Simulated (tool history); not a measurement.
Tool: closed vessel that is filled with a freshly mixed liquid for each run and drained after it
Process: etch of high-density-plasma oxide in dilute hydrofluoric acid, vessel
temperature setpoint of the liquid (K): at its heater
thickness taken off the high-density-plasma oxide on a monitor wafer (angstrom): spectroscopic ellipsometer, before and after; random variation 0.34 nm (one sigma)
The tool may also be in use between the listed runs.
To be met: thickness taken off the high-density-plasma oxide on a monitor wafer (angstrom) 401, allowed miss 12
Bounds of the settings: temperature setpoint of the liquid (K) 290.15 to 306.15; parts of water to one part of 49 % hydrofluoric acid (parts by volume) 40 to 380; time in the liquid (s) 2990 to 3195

run	hour	temperature setpoint of the liquid (K)	parts of water to one part of 49 % hydrofluoric acid (parts by volume)	time in the liquid (s)	thickness taken off the high-density-plasma oxide on a monitor wafer (angstrom)
1	0	298.15	210	2990	778.43
2	9	297.15	220	2990	713.68
3	12.9	293.65	220	2990	619.92
4	17.4	293.15	225	2990	588.15
5	24.6	292.65	230	2990	562.24
6	34.3	292.15	235	2990	543.66
7	42.2	292.15	240	2990	523.99
8	44.8	292.15	245	2990	513.35
9	53.8	292.15	250	2990	496.53
10	55.8	292.15	255	2990	485.91
11	60.5	292.15	260	2990	478.65
12	70.2	291.15	275	2990	428.29

5 next moves are on the table. One of them brings every result within its allowed miss. Which?
A	79.9	292.65	285	2990	?
B	79.9	292.15	275	3195	?
C	79.9	290.15	285	3015	?
D	79.9	290.15	260	3090	?
E	79.9	290.15	280	3190	?

move	thickness taken off the high-density-plasma oxide on a monitor wafer (angstrom)
A	438.13
B	480.51
C	402.16
D	461.55
E	434.94
A: further off than the last run
B: further off than the last run
C: meets every target
D: further off than the last run
E: further off than the last run
Answer: C
